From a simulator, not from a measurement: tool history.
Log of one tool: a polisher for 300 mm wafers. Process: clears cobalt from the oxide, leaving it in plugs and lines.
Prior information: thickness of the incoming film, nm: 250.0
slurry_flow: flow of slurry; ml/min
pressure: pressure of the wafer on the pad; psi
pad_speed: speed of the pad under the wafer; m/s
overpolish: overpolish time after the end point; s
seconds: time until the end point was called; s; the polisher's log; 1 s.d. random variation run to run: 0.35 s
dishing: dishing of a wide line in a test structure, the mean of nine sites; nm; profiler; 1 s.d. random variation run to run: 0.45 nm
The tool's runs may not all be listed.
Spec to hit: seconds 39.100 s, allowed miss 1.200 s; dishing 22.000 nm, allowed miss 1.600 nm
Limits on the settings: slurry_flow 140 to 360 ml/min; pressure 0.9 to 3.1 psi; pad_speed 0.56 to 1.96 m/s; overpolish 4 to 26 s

run 1 hour=0.0 | slurry_flow=230 pressure=2.0 pad_speed=1.26 overpolish=13 | seconds=34.292 dishing=60.034
run 2 hour=3.9 | slurry_flow=225 pressure=1.9 pad_speed=1.26 overpolish=10 | seconds=36.639 dishing=48.946
run 3 hour=9.4 | slurry_flow=195 pressure=1.8 pad_speed=1.30 overpolish=8 | seconds=36.999 dishing=41.006
run 4 hour=14.2 | slurry_flow=195 pressure=1.8 pad_speed=1.50 overpolish=8 | seconds=32.523 dishing=44.090
run 5 hour=16.0 | slurry_flow=175 pressure=1.5 pad_speed=1.62 overpolish=7 | seconds=35.093 dishing=37.265
run 6 hour=17.9 | slurry_flow=175 pressure=1.5 pad_speed=1.62 overpolish=5 | seconds=34.553 dishing=29.174
run 7 hour=20.4 | slurry_flow=185 pressure=1.3 pad_speed=1.68 overpolish=5 | seconds=36.459 dishing=28.604
run 8 hour=22.5 | slurry_flow=170 pressure=1.2 pad_speed=1.76 overpolish=5 | seconds=37.934 dishing=28.232
run 9 hour=23.9 | slurry_flow=165 pressure=1.1 pad_speed=1.82 overpolish=5 | seconds=38.376 dishing=26.890
run 10 hour=32.6 | slurry_flow=165 pressure=1.1 pad_speed=1.82 overpolish=5 | seconds=38.181 dishing=26.822
run 11 hour=36.9 | slurry_flow=155 pressure=1.0 pad_speed=1.86 overpolish=5 | seconds=40.111 dishing=25.632
run 12 hour=42.8 | slurry_flow=150 pressure=1.0 pad_speed=1.90 overpolish=5 | seconds=39.173 dishing=26.258

Exactly one of the 5 candidate moves below puts every result within its allowed miss. Which one?
run A hour=48.7 | slurry_flow=180 pressure=0.9 pad_speed=1.86 overpolish=7 | seconds=? dishing=?
run B hour=48.7 | slurry_flow=205 pressure=1.0 pad_speed=1.78 overpolish=7 | seconds=? dishing=?
run C hour=48.7 | slurry_flow=165 pressure=1.0 pad_speed=1.88 overpolish=7 | seconds=? dishing=?
run D hour=48.7 | slurry_flow=150 pressure=1.0 pad_speed=1.90 overpolish=7 | seconds=? dishing=?
run E hour=48.7 | slurry_flow=160 pressure=1.1 pad_speed=1.76 overpolish=4 | seconds=? dishing=?

move=A seconds=40.626 dishing=33.590
move=B seconds=39.306 dishing=34.480
move=C seconds=38.803 dishing=34.827
move=D seconds=39.153 dishing=34.581
move=E seconds=39.359 dishing=21.567
A: the biggest miss grows against the last run
B: the biggest miss grows against the last run
C: the biggest miss grows against the last run
D: the biggest miss grows against the last run
E: each result inside its tolerance
The move that meets every target is E.

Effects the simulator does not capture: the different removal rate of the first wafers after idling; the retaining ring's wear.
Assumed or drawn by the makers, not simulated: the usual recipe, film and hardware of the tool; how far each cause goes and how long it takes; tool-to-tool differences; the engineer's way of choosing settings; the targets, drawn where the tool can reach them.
